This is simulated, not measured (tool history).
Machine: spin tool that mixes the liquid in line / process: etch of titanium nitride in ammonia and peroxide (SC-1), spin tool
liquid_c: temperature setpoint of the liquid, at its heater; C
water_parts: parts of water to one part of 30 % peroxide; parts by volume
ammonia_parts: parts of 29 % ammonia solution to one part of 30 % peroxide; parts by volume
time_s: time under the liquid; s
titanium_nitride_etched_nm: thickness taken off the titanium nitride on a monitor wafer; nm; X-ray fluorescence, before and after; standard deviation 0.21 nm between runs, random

run,hour,liquid_c,water_parts,ammonia_parts,time_s,titanium_nitride_etched_nm
1,0,53,14,0.8,300,17.189
2,3.7,53,16,0.8,300,16.101
3,4.8,47.5,16,0.8,300,10.982
4,11,49.5,16,0.8,300,12.534
5,19.2,49.5,16,0.7,300,12.299
6,21.1,49.5,19.5,0.7,300,10.909
7,29.1,51.5,19.5,0.7,300,12.573
8,31,53,19.5,0.7,300,13.924
9,33.1,54.5,19.5,0.7,300,15.567

Predict the results of run 10:
10,39.7,62.5,19.5,0.7,300,?

Run 10 measured titanium_nitride_etched_nm 26.553 nm.
